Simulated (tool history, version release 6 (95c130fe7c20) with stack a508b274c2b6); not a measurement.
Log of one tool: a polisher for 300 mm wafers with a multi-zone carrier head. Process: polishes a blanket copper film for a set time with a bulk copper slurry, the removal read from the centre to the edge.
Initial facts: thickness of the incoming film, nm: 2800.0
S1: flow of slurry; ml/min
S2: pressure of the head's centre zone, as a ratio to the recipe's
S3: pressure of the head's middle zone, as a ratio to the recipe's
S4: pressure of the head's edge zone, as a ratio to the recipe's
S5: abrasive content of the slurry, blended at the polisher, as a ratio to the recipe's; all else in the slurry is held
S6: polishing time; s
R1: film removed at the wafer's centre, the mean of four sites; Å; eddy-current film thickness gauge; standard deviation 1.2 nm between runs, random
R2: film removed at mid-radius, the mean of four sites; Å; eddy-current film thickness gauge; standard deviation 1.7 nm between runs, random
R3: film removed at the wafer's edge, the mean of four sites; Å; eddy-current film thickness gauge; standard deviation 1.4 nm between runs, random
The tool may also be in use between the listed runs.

| run | hour | S1 | S2 | S3 | S4 | S5 | S6 | R1 | R2 | R3 |
|---|---|---|---|---|---|---|---|---|---|---|
| 1 | 0 | 250 | 1 | 1 | 1 | 1 | 38 | 2612.9 | 2615.5 | 2649.6 |
| 2 | 3.3 | 250 | 1.05 | 1 | 1 | 1 | 38 | 2734.6 | 2612.2 | 2656.8 |
| 3 | 4 | 240 | 1.01 | 1.01 | 0.98 | 0.9 | 37 | 2519.5 | 2495.9 | 2532.5 |
| 4 | 5.6 | 240 | 0.98 | 1.03 | 0.96 | 0.85 | 35 | 2276.5 | 2414 | 2345.4 |
| 5 | 8.6 | 240 | 0.98 | 1.03 | 0.96 | 0.7 | 35 | 2213.7 | 2316.8 | 2264.4 |
| 6 | 13.5 | 240 | 0.9 | 1.03 | 0.96 | 0.7 | 35 | 2069.6 | 2339.7 | 2253 |
| 7 | 18.6 | 230 | 0.88 | 1.03 | 0.95 | 0.65 | 34 | 1900.2 | 2240.3 | 2174.8 |
| 8 | 19.4 | 235 | 0.87 | 1.03 | 0.93 | 0.6 | 33 | 1795.5 | 2190 | 2022.4 |
| 9 | 26.6 | 230 | 0.86 | 1.01 | 0.91 | 0.6 | 33 | 1762 | 2115.9 | 2020.9 |
| 10 | 33.8 | 230 | 0.86 | 1.01 | 0.9 | 0.6 | 33 | 1794.9 | 2096 | 2022.6 |
| 11 | 40.5 | 185 | 0.81 | 1.05 | 0.82 | 0.5 | 30 | 1424.1 | 1872 | 1657.7 |

Estimate the outcome of run 12 from the log above:
| 12 | 43.7 | 195 | 0.81 | 1.05 | 0.83 | 0.5 | 30 | ? | ? | ? |

R1: 1440.5 Å
R2: 1872.7 Å
R3: 1714.7 Å

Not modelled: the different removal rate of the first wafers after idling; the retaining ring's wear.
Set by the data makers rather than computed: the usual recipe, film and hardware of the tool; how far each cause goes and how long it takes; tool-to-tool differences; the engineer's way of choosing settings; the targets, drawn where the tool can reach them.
